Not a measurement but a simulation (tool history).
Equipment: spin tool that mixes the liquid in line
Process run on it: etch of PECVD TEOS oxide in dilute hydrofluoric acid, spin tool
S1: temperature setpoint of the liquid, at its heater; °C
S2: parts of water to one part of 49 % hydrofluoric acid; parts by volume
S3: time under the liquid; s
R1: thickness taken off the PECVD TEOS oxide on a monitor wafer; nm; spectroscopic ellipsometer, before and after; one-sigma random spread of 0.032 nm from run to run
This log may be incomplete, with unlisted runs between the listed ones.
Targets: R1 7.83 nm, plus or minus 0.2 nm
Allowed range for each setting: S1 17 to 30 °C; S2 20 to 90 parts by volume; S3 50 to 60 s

run,hour,S1,S2,S3,R1
1,0,22,50,60,11.143
2,8.5,20.5,55,60,9.3441
3,13.3,20.5,55,60,9.3562
4,21.6,19.5,55,60,9.0274
5,29.7,18.5,55,60,8.5956
6,35.7,18,55,60,8.422
7,41.7,17.5,55,60,8.2629
8,42.8,17,55,60,8.0776
9,50.7,17,55,55,7.4312
10,58.6,17.5,55,55,7.5062

Exactly one of the 4 candidate moves below puts every result within its allowed miss. Which one?
A,66.5,17.5,50,55,?
B,66.5,17.5,60,55,?
C,66.5,22.5,65,55,?
D,66.5,22,75,60,?

move,R1
A,8.3462
B,6.8775
C,7.79
D,7.1267
A: moves the result that the last run missed by most past its target, out the other side
B: the biggest miss grows against the last run
C: hits every target within its allowed miss
D: the biggest miss grows against the last run
The move that meets every target is C.

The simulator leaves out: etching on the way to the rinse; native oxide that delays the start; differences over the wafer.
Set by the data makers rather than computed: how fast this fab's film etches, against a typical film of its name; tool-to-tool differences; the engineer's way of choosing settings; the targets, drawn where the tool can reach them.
